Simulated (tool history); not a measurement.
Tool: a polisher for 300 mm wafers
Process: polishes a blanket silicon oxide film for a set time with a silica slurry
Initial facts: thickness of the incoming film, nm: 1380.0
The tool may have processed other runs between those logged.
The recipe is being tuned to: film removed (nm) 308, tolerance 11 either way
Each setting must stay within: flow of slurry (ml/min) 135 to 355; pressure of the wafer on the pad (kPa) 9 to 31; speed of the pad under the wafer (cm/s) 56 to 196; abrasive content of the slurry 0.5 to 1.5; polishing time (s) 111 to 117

run,hour,flow of slurry (ml/min),pressure of the wafer on the pad (kPa),speed of the pad under the wafer (cm/s),abrasive content of the slurry,polishing time (s),film removed (nm)
1,0,225,20,126,1,111,239.79
2,1.8,225,21.4,126,1,111,261.14
3,7.7,205,21.4,126,1,111,251.46
4,10.9,205,21.4,126,0.85,111,229.54
5,17.1,205,17.9,126,0.85,111,191.73
6,24.6,205,15.9,126,0.85,111,170.58
7,31,215,21.4,130,0.85,111,236.27
8,31.7,225,22.1,130,0.85,111,244.44
9,35.7,225,23.4,130,0.85,111,261.41
10,42,230,24.1,130,0.85,111,264.87
11,43.1,230,24.8,130,0.85,111,272.79
12,48.4,230,25.5,130,0.85,111,282.37
13,55.6,230,26.2,130,0.85,111,293.39

Exercise: of the 5 proposed moves below, exactly one satisfies all targets within the stated allowed misses. Which move is it?
A,62.8,240,23.4,140,0.85,113,?
B,62.8,340,20,146,0.9,114,?
C,62.8,280,24.8,136,0.85,117,?
D,62.8,270,31,136,0.75,111,?
E,62.8,220,24.1,122,0.85,117,?

move,film removed (nm)
A,281.67
B,270.48
C,306.48
D,329.87
E,265.77
A: further off than the last run
B: further off than the last run
C: every result lands within tolerance
D: takes the result that was furthest off past its target
E: further off than the last run
The move that meets every target is C.
